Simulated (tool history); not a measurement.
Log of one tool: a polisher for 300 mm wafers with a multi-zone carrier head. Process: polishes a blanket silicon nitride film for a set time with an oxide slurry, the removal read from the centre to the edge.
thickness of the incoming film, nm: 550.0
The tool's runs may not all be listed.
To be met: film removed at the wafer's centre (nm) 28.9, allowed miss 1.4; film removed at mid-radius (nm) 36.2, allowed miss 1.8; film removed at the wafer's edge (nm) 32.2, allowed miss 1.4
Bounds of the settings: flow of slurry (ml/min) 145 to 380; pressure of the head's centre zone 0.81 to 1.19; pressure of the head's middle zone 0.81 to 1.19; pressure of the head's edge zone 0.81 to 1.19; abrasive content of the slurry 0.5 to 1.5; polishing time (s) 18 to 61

run	hour	flow of slurry (ml/min)	pressure of the head's centre zone	pressure of the head's middle zone	pressure of the head's edge zone	abrasive content of the slurry	polishing time (s)	film removed at the wafer's centre (nm)	film removed at mid-radius (nm)	film removed at the wafer's edge (nm)
1	0	245	1	1	1	1	39	27.973	28.21	29.376
2	2.8	250	0.98	1.06	1.01	1.05	39	28.177	30.57	31.097
3	9.7	260	0.97	1.11	0.98	1.05	39	28.054	32.173	30.198
4	13.2	260	0.97	1.11	0.98	1.05	49	34.598	39.842	37.46
# hour 18.5: edge zone pressure recalibrated
5	18.5	285	0.97	1.11	0.98	1.05	49	36.114	41.119	37.03
6	26.7	285	0.97	1.03	0.98	1.05	49	36.236	38.486	37.044
7	34.9	280	0.93	1.04	0.95	1	49	33.099	37.435	35.437
8	36.2	275	0.91	1.05	0.92	0.95	49	32.691	36.657	33.442
9	38.8	265	0.81	1.09	0.95	0.9	49	27.628	36.963	33.943

Which of these 5 next moves meets every target?
A	41.4	285	0.82	1.11	0.94	0.9	46	?	?	?
B	41.4	265	0.87	0.94	1.13	0.95	47	?	?	?
C	41.4	290	0.85	1.06	0.87	1	46	?	?	?
D	41.4	195	0.98	0.97	1.15	0.7	60	?	?	?
E	41.4	290	0.9	1.15	0.81	1.05	42	?	?	?

move	film removed at the wafer's centre (nm)	film removed at mid-radius (nm)	film removed at the wafer's edge (nm)
A	25.921	35.082	31.461
B	28.789	31.931	35.699
C	28.638	35.938	32.567
D	32.461	32.882	36.391
E	28.468	36.133	29.722
A: brings the result that was furthest off to its target, and leaves another outside
B: further off than the last run
C: meets every target
D: further off than the last run
E: takes the result that was furthest off past its target
The right move is C.

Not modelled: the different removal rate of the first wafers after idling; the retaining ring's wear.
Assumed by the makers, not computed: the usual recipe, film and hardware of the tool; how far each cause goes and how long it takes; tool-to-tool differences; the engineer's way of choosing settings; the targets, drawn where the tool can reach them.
